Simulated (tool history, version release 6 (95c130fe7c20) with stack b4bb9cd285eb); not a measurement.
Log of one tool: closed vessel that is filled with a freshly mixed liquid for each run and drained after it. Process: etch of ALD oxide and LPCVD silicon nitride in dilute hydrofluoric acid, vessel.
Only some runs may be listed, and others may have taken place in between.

run,hour,temperature setpoint of the liquid (K),parts of water to one part of 49 % hydrofluoric acid (parts by volume),time in the liquid (s),thickness taken off the ALD oxide on a monitor wafer (angstrom),thickness taken off the LPCVD silicon nitride on a monitor wafer (angstrom)
1,0,297.15,135,60,121.74,2.8199
2,7.4,297.15,135,50,102.97,1.8992
3,12.7,299.15,120,50,127.86,2.1243
4,16.7,299.15,170,50,84.577,1.7301
5,23.6,299.15,170,35,58.747,1.5202
6,30.5,300.65,140,35,77.873,1.6585

Run 7, settings as shown, results not yet in. Your forecast:
7,33.4,301.65,110,35,?,?

Run 7 came out at thickness taken off the ALD oxide on a monitor wafer (angstrom) 107.6, thickness taken off the LPCVD silicon nitride on a monitor wafer (angstrom) 1.9239.
